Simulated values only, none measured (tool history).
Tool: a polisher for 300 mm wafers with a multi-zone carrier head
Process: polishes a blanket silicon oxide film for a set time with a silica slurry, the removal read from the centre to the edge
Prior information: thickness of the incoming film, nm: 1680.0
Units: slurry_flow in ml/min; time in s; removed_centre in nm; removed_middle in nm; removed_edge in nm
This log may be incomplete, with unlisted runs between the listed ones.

{"run": 1, "hour": 0.0, "slurry_flow": 215, "centre_zone": 1, "middle_zone": 1, "edge_zone": 1, "slurry_solids": 1, "time": 85, "removed_centre": 257.68, "removed_middle": 259.19, "removed_edge": 261.38}
{"run": 2, "hour": 8.0, "slurry_flow": 195, "centre_zone": 1, "middle_zone": 1, "edge_zone": 1, "slurry_solids": 1, "time": 85, "removed_centre": 259, "removed_middle": 258.16, "removed_edge": 254.47}
{"run": 3, "hour": 8.8, "slurry_flow": 195, "centre_zone": 1, "middle_zone": 1, "edge_zone": 1, "slurry_solids": 1, "time": 69, "removed_centre": 202.64, "removed_middle": 209.45, "removed_edge": 210.5}
{"run": 4, "hour": 14.0, "slurry_flow": 215, "centre_zone": 1.04, "middle_zone": 1.02, "edge_zone": 1.04, "slurry_solids": 1.15, "time": 72, "removed_centre": 244.3, "removed_middle": 243.34, "removed_edge": 244.6}
{"run": 5, "hour": 17.4, "slurry_flow": 230, "centre_zone": 1.08, "middle_zone": 1.04, "edge_zone": 1.08, "slurry_solids": 1.25, "time": 73, "removed_centre": 273.65, "removed_middle": 258.19, "removed_edge": 263.38}
{"run": 6, "hour": 20.4, "slurry_flow": 240, "centre_zone": 1.09, "middle_zone": 1.06, "edge_zone": 1.1, "slurry_solids": 1.3, "time": 75, "removed_centre": 286.57, "removed_middle": 277.4, "removed_edge": 279.15}
{"run": 7, "hour": 21.8, "slurry_flow": 245, "centre_zone": 1.11, "middle_zone": 1.07, "edge_zone": 1.12, "slurry_solids": 1.35, "time": 77, "removed_centre": 304.87, "removed_middle": 289.98, "removed_edge": 290.87}

Estimate the outcome of run 8 from the log above:
{"run": 8, "hour": 26.3, "slurry_flow": 250, "centre_zone": 1.12, "middle_zone": 1.07, "edge_zone": 1.13, "slurry_solids": 1.4, "time": 79, "removed_centre": "?", "removed_middle": "?", "removed_edge": "?"}

removed_centre: 316.43 nm
removed_middle: 305.51 nm
removed_edge: 304.11 nm
